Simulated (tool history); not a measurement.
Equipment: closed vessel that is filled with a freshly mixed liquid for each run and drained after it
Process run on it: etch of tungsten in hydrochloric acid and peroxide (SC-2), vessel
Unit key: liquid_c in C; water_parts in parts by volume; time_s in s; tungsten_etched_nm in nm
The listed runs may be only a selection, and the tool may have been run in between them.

run,hour,liquid_c,water_parts,time_s,tungsten_etched_nm
1,0.0,61.0,10.5,90,22.341
2,1.8,64.5,9.0,90,31.606
3,7.4,67.0,8.0,90,40.308
4,8.4,68.5,7.5,90,47.123
5,11.6,68.5,7.5,100,51.952
6,17.8,68.5,7.5,90,46.503
# hour 23.6: chemicals flow meter replaced
7,23.6,69.5,7.5,90,53.241

Run 8, settings as shown, results not yet in. Your forecast:
8,28.1,70.0,7.5,90,?

Run 8 gave tungsten_etched_nm 54.740 nm.
